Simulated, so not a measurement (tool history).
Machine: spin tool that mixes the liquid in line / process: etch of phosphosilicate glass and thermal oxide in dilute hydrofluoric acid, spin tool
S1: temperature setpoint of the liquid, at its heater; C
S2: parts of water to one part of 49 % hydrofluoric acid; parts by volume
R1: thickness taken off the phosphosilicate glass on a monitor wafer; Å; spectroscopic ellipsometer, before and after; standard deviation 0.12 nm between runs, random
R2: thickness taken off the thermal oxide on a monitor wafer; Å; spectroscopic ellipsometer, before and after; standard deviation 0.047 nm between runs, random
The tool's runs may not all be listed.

Run 1, day 0.000: S1 24.0 C, S2 155 parts by volume, time under the liquid (s) 30. Result: R1 206.75 Å, R2 8.3379 Å.
Run 2, day 0.033: S1 26.5 C, S2 155 parts by volume, time under the liquid (s) 30. Result: R1 227.42 Å, R2 9.6887 Å.
Run 3, day 0.225: S1 28.0 C, S2 150 parts by volume, time under the liquid (s) 30. Result: R1 251.81 Å, R2 11.1440 Å.
Run 4, day 0.383: S1 29.0 C, S2 150 parts by volume, time under the liquid (s) 30. Result: R1 259.69 Å, R2 11.4310 Å.
Run 5, day 0.525: S1 29.0 C, S2 150 parts by volume, time under the liquid (s) 35. Result: R1 303.82 Å, R2 12.5370 Å.
Run 6, day 0.575: S1 29.0 C, S2 185 parts by volume, time under the liquid (s) 35. Result: R1 236.49 Å, R2 9.2613 Å.
Run 7, day 0.667: S1 30.0 C, S2 180 parts by volume, time under the liquid (s) 35. Result: R1 253.74 Å, R2 10.6410 Å.
Run 8, day 0.912: S1 30.5 C, S2 175 parts by volume, time under the liquid (s) 35. Result: R1 267.45 Å, R2 11.3830 Å.
Run 9, day 1.238: S1 31.0 C, S2 175 parts by volume, time under the liquid (s) 35. Result: R1 273.41 Å, R2 11.5650 Å.

What will run 10 give?
Run 10, day 1.492: S1 31.5 C, S2 175 parts by volume, time under the liquid (s) 35. Result: R1 ?, R2 ?.

{"run 10": {"R1": 278.46, "R2": 12.195}}

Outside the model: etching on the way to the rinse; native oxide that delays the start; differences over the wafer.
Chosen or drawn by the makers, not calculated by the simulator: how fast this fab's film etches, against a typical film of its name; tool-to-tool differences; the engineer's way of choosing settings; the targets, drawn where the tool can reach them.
